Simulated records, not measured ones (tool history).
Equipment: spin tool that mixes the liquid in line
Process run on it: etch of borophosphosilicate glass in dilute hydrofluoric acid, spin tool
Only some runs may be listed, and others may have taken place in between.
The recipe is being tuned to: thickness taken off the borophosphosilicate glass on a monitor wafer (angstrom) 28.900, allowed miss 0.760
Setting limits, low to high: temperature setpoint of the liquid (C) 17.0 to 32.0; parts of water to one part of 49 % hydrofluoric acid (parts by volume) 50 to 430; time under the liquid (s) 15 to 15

run	hour	temperature setpoint of the liquid (C)	parts of water to one part of 49 % hydrofluoric acid (parts by volume)	time under the liquid (s)	thickness taken off the borophosphosilicate glass on a monitor wafer (angstrom)
1	0.0	24.0	240	15	15.820
2	7.9	24.0	240	15	15.948
3	12.0	24.0	240	15	15.939
4	14.5	24.0	240	15	15.890
5	16.9	24.0	240	15	15.834
6	20.2	25.5	225	15	17.924
7	28.8	29.5	160	15	31.788
8	36.1	29.0	160	15	30.998
9	37.2	28.5	160	15	30.876
10	37.9	28.0	160	15	30.032

Next run, 5 choices. One meets every target within its allowed miss, the rest don't. Which?
A	38.6	29.0	160	15	?
B	38.6	25.5	145	15	?
C	38.6	23.0	135	15	?
D	38.6	26.0	155	15	?
E	38.6	26.5	165	15	?

move	thickness taken off the borophosphosilicate glass on a monitor wafer (angstrom)
A	30.864
B	30.485
C	30.095
D	28.715
E	27.155
A: moves away from the targets compared with the last run
B: moves away from the targets compared with the last run
C: moves away from the targets compared with the last run
D: all results land within tolerance of their targets
E: takes the biggest miss from the last run beyond its target
Answer: D

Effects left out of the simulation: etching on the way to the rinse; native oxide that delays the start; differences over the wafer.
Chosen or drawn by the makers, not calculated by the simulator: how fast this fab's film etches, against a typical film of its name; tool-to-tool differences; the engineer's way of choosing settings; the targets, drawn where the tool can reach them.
